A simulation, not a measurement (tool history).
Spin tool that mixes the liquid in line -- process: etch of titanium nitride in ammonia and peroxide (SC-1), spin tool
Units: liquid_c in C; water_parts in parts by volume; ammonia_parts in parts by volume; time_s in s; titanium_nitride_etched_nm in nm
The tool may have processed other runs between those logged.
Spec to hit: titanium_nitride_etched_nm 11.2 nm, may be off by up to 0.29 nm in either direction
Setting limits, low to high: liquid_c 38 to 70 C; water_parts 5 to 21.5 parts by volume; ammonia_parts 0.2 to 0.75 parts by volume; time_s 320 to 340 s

{"run": 1, "hour": 0.0, "liquid_c": 54, "water_parts": 12, "ammonia_parts": 0.45, "time_s": 320, "titanium_nitride_etched_nm": 28.517}
{"run": 2, "hour": 6.5, "liquid_c": 54, "water_parts": 12, "ammonia_parts": 0.45, "time_s": 340, "titanium_nitride_etched_nm": 30.067}
{"run": 3, "hour": 8.1, "liquid_c": 59.5, "water_parts": 12, "ammonia_parts": 0.45, "time_s": 340, "titanium_nitride_etched_nm": 42.91}
{"run": 4, "hour": 16.6, "liquid_c": 66, "water_parts": 12, "ammonia_parts": 0.45, "time_s": 340, "titanium_nitride_etched_nm": 66.383}
{"run": 5, "hour": 19.6, "liquid_c": 60, "water_parts": 12, "ammonia_parts": 0.45, "time_s": 340, "titanium_nitride_etched_nm": 44.756}
{"run": 6, "hour": 22.8, "liquid_c": 57, "water_parts": 12, "ammonia_parts": 0.45, "time_s": 340, "titanium_nitride_etched_nm": 36.717}
{"run": 7, "hour": 29.1, "liquid_c": 53, "water_parts": 12, "ammonia_parts": 0.45, "time_s": 340, "titanium_nitride_etched_nm": 28.381}
{"run": 8, "hour": 31.0, "liquid_c": 50, "water_parts": 12, "ammonia_parts": 0.45, "time_s": 340, "titanium_nitride_etched_nm": 23.107}
{"run": 9, "hour": 37.2, "liquid_c": 47.5, "water_parts": 12, "ammonia_parts": 0.45, "time_s": 340, "titanium_nitride_etched_nm": 19.174}

Exercise: of the 4 proposed moves below, exactly one satisfies all targets within the stated allowed misses. Which move is it?
{"run": "A", "hour": 43.4, "liquid_c": 44.5, "water_parts": 18, "ammonia_parts": 0.55, "time_s": 320, "titanium_nitride_etched_nm": "?"}
{"run": "B", "hour": 43.4, "liquid_c": 43.5, "water_parts": 15, "ammonia_parts": 0.4, "time_s": 330, "titanium_nitride_etched_nm": "?"}
{"run": "C", "hour": 43.4, "liquid_c": 42, "water_parts": 15, "ammonia_parts": 0.4, "time_s": 340, "titanium_nitride_etched_nm": "?"}
{"run": "D", "hour": 43.4, "liquid_c": 51.5, "water_parts": 13, "ammonia_parts": 0.45, "time_s": 325, "titanium_nitride_etched_nm": "?"}

move=A titanium_nitride_etched_nm=11.959
move=B titanium_nitride_etched_nm=11.961
move=C titanium_nitride_etched_nm=11.047
move=D titanium_nitride_etched_nm=22.922
A: better than the last run, though not everything is in spec
B: better than the last run, though not everything is in spec
C: every result lands within tolerance
D: the biggest miss grows against the last run
Answer: C
